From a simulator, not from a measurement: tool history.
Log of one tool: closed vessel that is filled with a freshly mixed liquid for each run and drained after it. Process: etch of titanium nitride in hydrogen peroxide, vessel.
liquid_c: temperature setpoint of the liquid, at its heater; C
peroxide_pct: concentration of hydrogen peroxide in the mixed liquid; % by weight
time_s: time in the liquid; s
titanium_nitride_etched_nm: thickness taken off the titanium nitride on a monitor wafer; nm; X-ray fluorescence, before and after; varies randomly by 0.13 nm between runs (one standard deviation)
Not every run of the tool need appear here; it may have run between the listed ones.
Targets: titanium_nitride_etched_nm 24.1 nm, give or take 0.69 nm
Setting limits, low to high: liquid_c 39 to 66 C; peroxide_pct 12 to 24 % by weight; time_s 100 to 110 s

{"run": 1, "hour": 0.0, "liquid_c": 55, "peroxide_pct": 16, "time_s": 100, "titanium_nitride_etched_nm": 10.938}
{"run": 2, "hour": 5.6, "liquid_c": 55, "peroxide_pct": 18.5, "time_s": 100, "titanium_nitride_etched_nm": 11.299}
{"run": 3, "hour": 13.2, "liquid_c": 57, "peroxide_pct": 18.5, "time_s": 100, "titanium_nitride_etched_nm": 13.128}
{"run": 4, "hour": 17.6, "liquid_c": 61.5, "peroxide_pct": 18.5, "time_s": 100, "titanium_nitride_etched_nm": 17.757}
{"run": 5, "hour": 18.4, "liquid_c": 61.5, "peroxide_pct": 20.5, "time_s": 100, "titanium_nitride_etched_nm": 18.19}
{"run": 6, "hour": 21.1, "liquid_c": 61.5, "peroxide_pct": 17.5, "time_s": 100, "titanium_nitride_etched_nm": 17.728}
{"run": 7, "hour": 29.5, "liquid_c": 62.5, "peroxide_pct": 17.5, "time_s": 100, "titanium_nitride_etched_nm": 18.602}
{"run": 8, "hour": 33.3, "liquid_c": 63, "peroxide_pct": 17.5, "time_s": 100, "titanium_nitride_etched_nm": 19.43}
{"run": 9, "hour": 37.6, "liquid_c": 63.5, "peroxide_pct": 17.5, "time_s": 100, "titanium_nitride_etched_nm": 19.928}
{"run": 10, "hour": 38.6, "liquid_c": 64, "peroxide_pct": 17.5, "time_s": 100, "titanium_nitride_etched_nm": 20.676}
{"run": 11, "hour": 39.6, "liquid_c": 64.5, "peroxide_pct": 17.5, "time_s": 100, "titanium_nitride_etched_nm": 21.305}
{"run": 12, "hour": 42.8, "liquid_c": 65, "peroxide_pct": 17.5, "time_s": 100, "titanium_nitride_etched_nm": 22.11}
{"run": 13, "hour": 50.5, "liquid_c": 65, "peroxide_pct": 17.5, "time_s": 100, "titanium_nitride_etched_nm": 22.278}
{"run": 14, "hour": 56.1, "liquid_c": 65.5, "peroxide_pct": 17.5, "time_s": 100, "titanium_nitride_etched_nm": 22.682}

5 candidate next runs follow, results not yet known. Just one meets every target within its allowed miss. Identify it.
{"run": "A", "hour": 61.7, "liquid_c": 65, "peroxide_pct": 15, "time_s": 105, "titanium_nitride_etched_nm": "?"}
{"run": "B", "hour": 61.7, "liquid_c": 64.5, "peroxide_pct": 15.5, "time_s": 105, "titanium_nitride_etched_nm": "?"}
{"run": "C", "hour": 61.7, "liquid_c": 62, "peroxide_pct": 18.5, "time_s": 110, "titanium_nitride_etched_nm": "?"}
{"run": "D", "hour": 61.7, "liquid_c": 66, "peroxide_pct": 19.5, "time_s": 100, "titanium_nitride_etched_nm": "?"}
{"run": "E", "hour": 61.7, "liquid_c": 63.5, "peroxide_pct": 15.5, "time_s": 105, "titanium_nitride_etched_nm": "?"}

move=A titanium_nitride_etched_nm=22.69
move=B titanium_nitride_etched_nm=22.105
move=C titanium_nitride_etched_nm=20.352
move=D titanium_nitride_etched_nm=24.399
move=E titanium_nitride_etched_nm=20.685
A: just as far off the targets as the last run
B: further off than the last run
C: further off than the last run
D: all results land within tolerance of their targets
E: further off than the last run
D is the move that brings every result within its allowed miss.

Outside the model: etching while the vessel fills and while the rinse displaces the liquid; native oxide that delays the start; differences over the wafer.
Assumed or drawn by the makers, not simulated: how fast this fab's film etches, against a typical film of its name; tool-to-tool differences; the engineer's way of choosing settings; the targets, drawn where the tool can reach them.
